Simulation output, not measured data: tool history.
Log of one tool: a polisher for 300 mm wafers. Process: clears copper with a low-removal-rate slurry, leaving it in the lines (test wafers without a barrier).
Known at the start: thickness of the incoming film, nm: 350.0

run    day  flow of slurry (ml/min)  pressure of the wafer on the pad (psi)  speed of the pad under the wafer (cm/s)  abrasive content of the slurry  overpolish time after the end point (s)  time until the end point was called (s)  dishing of a wide line in a test structure (Å)
  1  0.000                      175                                     2.2                                      116                             1.0                                       19                                   175.44                                          287.40
  2  0.071                      175                                     2.2                                       96                             1.0                                       19                                   209.03                                          246.95
  3  0.300                      175                                     2.2                                      108                             1.0                                       19                                   188.28                                          267.28
  4  0.379                      175                                     2.4                                      110                             1.0                                       20                                   171.23                                          307.34
  5  0.662                      175                                     2.5                                      114                             1.0                                       21                                   158.69                                          339.39
  6  0.796                      175                                     2.5                                      114                             1.1                                       21                                   153.48                                          347.48
  7  0.912                      175                                     2.6                                      116                             1.1                                       22                                   145.90                                          373.81
  8  1.038                      175                                     2.7                                      118                             1.1                                       23                                   137.66                                          410.25
  9  1.346                      175                                     2.8                                      120                             1.1                                       23                                   131.32                                          419.53
 10  1.700                      175                                     2.9                                      122                             1.1                                       24                                   127.47                                          452.25
 11  1.942                      180                                     3.0                                      124                             1.1                                       24                                   119.77                                          476.06

Run 12 comes next. What will it give?
 12  1.996                      180                                     3.1                                      126                             1.1                                       24                                        ?                                               ?

Run 12 gave time until the end point was called (s) 115.46, dishing of a wide line in a test structure (Å) 489.98.
